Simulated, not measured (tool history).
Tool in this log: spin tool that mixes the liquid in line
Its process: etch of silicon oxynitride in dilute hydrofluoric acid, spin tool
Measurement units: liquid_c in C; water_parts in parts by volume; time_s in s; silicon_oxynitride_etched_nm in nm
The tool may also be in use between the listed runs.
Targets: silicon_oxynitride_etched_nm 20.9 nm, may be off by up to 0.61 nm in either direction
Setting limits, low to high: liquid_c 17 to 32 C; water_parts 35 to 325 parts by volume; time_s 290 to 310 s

Run 1, hour 0: liquid_c 24 C, water_parts 180 parts by volume, time_s 290 s. Result: silicon_oxynitride_etched_nm 7.6735 nm.
Run 2, hour 6.3: liquid_c 26 C, water_parts 180 parts by volume, time_s 290 s. Result: silicon_oxynitride_etched_nm 8.408 nm.
Run 3, hour 8.5: liquid_c 26 C, water_parts 145 parts by volume, time_s 290 s. Result: silicon_oxynitride_etched_nm 10.689 nm.
Run 4, hour 10.7: liquid_c 29.5 C, water_parts 145 parts by volume, time_s 290 s. Result: silicon_oxynitride_etched_nm 12.658 nm.
Run 5, hour 18.4: liquid_c 30 C, water_parts 130 parts by volume, time_s 290 s. Result: silicon_oxynitride_etched_nm 14.583 nm.
Run 6, hour 24.3: liquid_c 30 C, water_parts 130 parts by volume, time_s 290 s. Result: silicon_oxynitride_etched_nm 14.479 nm.
Run 7, hour 32.2: liquid_c 30.5 C, water_parts 120 parts by volume, time_s 290 s. Result: silicon_oxynitride_etched_nm 16.207 nm.
At hour 39.9: hydrofluoric acid flow meter replaced.
Run 8, hour 39.9: liquid_c 31 C, water_parts 115 parts by volume, time_s 290 s. Result: silicon_oxynitride_etched_nm 15.669 nm.
Run 9, hour 41.1: liquid_c 31 C, water_parts 105 parts by volume, time_s 290 s. Result: silicon_oxynitride_etched_nm 17.402 nm.
Run 10, hour 45.4: liquid_c 31 C, water_parts 100 parts by volume, time_s 290 s. Result: silicon_oxynitride_etched_nm 18.261 nm.

Consider the 5 candidate settings below. Which is the only one whose results all fall within their allowed miss of target?
Run A, hour 49.7: liquid_c 31.5 C, water_parts 85 parts by volume, time_s 290 s. Result: silicon_oxynitride_etched_nm ?.
Run B, hour 49.7: liquid_c 32 C, water_parts 125 parts by volume, time_s 310 s. Result: silicon_oxynitride_etched_nm ?.
Run C, hour 49.7: liquid_c 30 C, water_parts 110 parts by volume, time_s 290 s. Result: silicon_oxynitride_etched_nm ?.
Run D, hour 49.7: liquid_c 26.5 C, water_parts 100 parts by volume, time_s 310 s. Result: silicon_oxynitride_etched_nm ?.
Run E, hour 49.7: liquid_c 25.5 C, water_parts 75 parts by volume, time_s 310 s. Result: silicon_oxynitride_etched_nm ?.

move  silicon_oxynitride_etched_nm
   A                        22.412
   B                        15.955
   C                        15.779
   D                        15.982
   E                        20.799
A: pushes the last run's worst result past its target
B: moves away from the targets compared with the last run
C: moves away from the targets compared with the last run
D: moves away from the targets compared with the last run
E: in spec on every target
The move that meets every target is E.
